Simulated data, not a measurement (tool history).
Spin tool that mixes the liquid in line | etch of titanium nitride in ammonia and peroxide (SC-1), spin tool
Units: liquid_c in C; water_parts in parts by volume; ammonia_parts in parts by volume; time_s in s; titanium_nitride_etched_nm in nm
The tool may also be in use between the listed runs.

run  hour  liquid_c  water_parts  ammonia_parts  time_s  titanium_nitride_etched_nm
  1     0        58            7           0.45     275                      16.338
  2   1.8        58            7            0.6     275                      17.197
  3   6.5      56.5            7            0.6     275                      15.497
  4    12      56.5            7            0.6     295                      16.642
  5  17.6        55            7            0.6     295                      15.054
  6  20.1        54            7            0.6     295                      14.087

The next listed run, before its measurement:
  7  26.1      53.5            7            0.6     295                           ?

titanium_nitride_etched_nm: 13.497 nm

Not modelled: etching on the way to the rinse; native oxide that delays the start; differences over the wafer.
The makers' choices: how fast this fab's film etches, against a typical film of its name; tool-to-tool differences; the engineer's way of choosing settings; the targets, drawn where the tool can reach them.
